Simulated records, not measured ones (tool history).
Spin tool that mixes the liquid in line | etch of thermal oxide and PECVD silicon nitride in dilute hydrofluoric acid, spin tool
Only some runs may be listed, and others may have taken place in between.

run	hour	temperature setpoint of the liquid (C)	parts of water to one part of 49 % hydrofluoric acid (parts by volume)	time under the liquid (s)	thickness taken off the thermal oxide on a monitor wafer (Å)	thickness taken off the PECVD silicon nitride on a monitor wafer (Å)
1	0	25	55	180	203.35	88.709
2	2.4	25	55	235	262.19	115.03
3	5.5	28.5	55	235	302.22	146.13
4	8.5	25	55	235	262.35	115.48
5	16.8	25	55	265	299.33	129.86
6	22.6	24	65	260	232.64	101.61
7	30.3	23	70	255	203.62	87.02
8	34.3	22	75	250	177.22	74.743

What does the tool deliver on the next run?
# hour 37.9: thermometer replaced
9	37.9	21	80	245	?	?

thickness taken off the thermal oxide on a monitor wafer (Å): 145.18
thickness taken off the PECVD silicon nitride on a monitor wafer (Å): 56.674
